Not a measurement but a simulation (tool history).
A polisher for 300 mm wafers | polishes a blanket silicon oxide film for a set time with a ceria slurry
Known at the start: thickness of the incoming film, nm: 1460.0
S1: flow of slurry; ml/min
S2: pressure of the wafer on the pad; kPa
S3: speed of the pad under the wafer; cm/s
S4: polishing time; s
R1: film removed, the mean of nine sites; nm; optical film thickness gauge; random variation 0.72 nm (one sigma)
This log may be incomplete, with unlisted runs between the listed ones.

run 1 hour=0 | S1=280 S2=26.9 S3=92 S4=18 | R1=76.076
run 2 hour=5.4 | S1=280 S2=26.9 S3=92 S4=16 | R1=67.364
run 3 hour=13.8 | S1=280 S2=26.9 S3=92 S4=18 | R1=75.896
run 4 hour=19.1 | S1=280 S2=28.3 S3=92 S4=18 | R1=79.379
run 5 hour=21.2 | S1=280 S2=29.6 S3=92 S4=18 | R1=83.401
run 6 hour=25.2 | S1=280 S2=31 S3=92 S4=18 | R1=86.12
run 7 hour=30.1 | S1=280 S2=32.4 S3=92 S4=18 | R1=89.25
run 8 hour=34.6 | S1=280 S2=33.1 S3=92 S4=18 | R1=92.235
run 9 hour=35.6 | S1=280 S2=33.8 S3=92 S4=18 | R1=93.175
run 10 hour=38.7 | S1=280 S2=34.5 S3=92 S4=18 | R1=96.303

Run 11 is up next; what results do you expect?
run 11 hour=45.5 | S1=280 S2=35.2 S3=92 S4=18 | R1=?

{"run 11": {"R1": 97.264}}

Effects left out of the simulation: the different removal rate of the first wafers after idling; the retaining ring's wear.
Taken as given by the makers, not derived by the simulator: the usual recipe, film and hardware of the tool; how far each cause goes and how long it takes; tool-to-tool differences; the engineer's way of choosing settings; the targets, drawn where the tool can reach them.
